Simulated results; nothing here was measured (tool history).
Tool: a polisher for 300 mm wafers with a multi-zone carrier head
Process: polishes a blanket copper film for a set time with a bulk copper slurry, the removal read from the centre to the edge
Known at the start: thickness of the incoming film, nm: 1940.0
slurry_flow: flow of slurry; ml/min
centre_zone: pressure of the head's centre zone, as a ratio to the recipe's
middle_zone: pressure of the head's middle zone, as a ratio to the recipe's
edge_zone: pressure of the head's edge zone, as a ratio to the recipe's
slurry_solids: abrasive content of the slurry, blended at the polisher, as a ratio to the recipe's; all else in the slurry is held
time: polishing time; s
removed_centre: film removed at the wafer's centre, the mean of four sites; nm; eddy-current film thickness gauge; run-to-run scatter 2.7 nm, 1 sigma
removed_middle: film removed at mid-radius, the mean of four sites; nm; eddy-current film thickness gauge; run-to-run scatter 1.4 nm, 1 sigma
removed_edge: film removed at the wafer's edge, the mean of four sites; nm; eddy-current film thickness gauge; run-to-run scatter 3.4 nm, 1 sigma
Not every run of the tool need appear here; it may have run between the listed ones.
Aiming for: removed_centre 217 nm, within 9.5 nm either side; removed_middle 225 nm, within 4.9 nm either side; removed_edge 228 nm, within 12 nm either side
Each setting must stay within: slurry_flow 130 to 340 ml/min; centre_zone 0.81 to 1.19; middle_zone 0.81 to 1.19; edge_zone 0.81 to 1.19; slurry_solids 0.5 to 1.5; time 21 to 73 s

run,hour,slurry_flow,centre_zone,middle_zone,edge_zone,slurry_solids,time,removed_centre,removed_middle,removed_edge
1,0,220,1,1,1,1,47,451.88,440.85,455.89
2,1.1,220,1,1.05,1,1,47,457.6,460.49,466.02
3,2.7,215,0.98,1.03,0.98,0.95,45,407.49,427.53,432.7
4,9.9,215,0.98,1.03,1.03,0.95,45,421.45,432.56,440.49
5,17,215,0.98,1.02,1.01,0.9,43,398.48,400.09,410.5
6,19.2,215,0.97,1.01,0.99,0.85,41,361.8,378.37,380.29
7,20.3,210,0.97,0.99,0.97,0.8,40,355.44,355.62,373.81
8,26.9,220,0.96,0.99,0.96,0.75,38,337.11,336.09,342.09
9,30.1,220,0.95,0.98,0.95,0.7,37,315.85,324.91,331.99
10,33.2,230,0.94,0.97,0.94,0.7,36,299.84,314.14,319.09
11,41.4,235,0.94,0.96,0.93,0.7,35,292.15,303.54,310.42
12,43.6,235,0.94,0.96,0.93,0.7,35,301.74,300.91,305.9
13,46.8,235,0.93,0.95,0.92,0.7,34,293.23,289.64,305.86
14,51.4,240,0.92,0.95,0.91,0.7,33,283.1,282.32,284.7
15,55.7,240,0.91,0.94,0.9,0.7,32,263.62,272.18,284.34
16,58.8,245,0.9,0.93,0.89,0.7,32,264.15,274.41,277.33
17,61.7,250,0.89,0.92,0.88,0.7,32,256.45,273.25,284.11
18,64.3,255,0.89,0.92,0.87,0.7,31,252.72,262.18,277.97
19,69,250,0.89,0.92,0.86,0.7,31,248.92,263.14,278.44
20,71.1,260,0.89,0.92,0.86,0.7,30,247.6,254.13,263.38

Next run, 4 choices. One meets every target within its allowed miss, the rest don't. Which?
A,73.2,305,0.91,0.96,0.91,0.9,24,?,?,?
B,73.2,340,0.97,1.17,0.81,0.5,25,?,?,?
C,73.2,320,1.05,1.05,0.81,0.65,30,?,?,?
D,73.2,310,0.88,1.01,0.86,0.6,27,?,?,?

move,removed_centre,removed_middle,removed_edge
A,217.09,224.06,225.07
B,217.49,239.44,201.91
C,295.27,279.24,254.03
D,218.19,240.66,229.19
A: all results land within tolerance of their targets
B: closer than the last run, but not yet in spec
C: lands further from the targets than the last run did
D: closer than the last run, but not yet in spec
Go with A: it meets all targets.
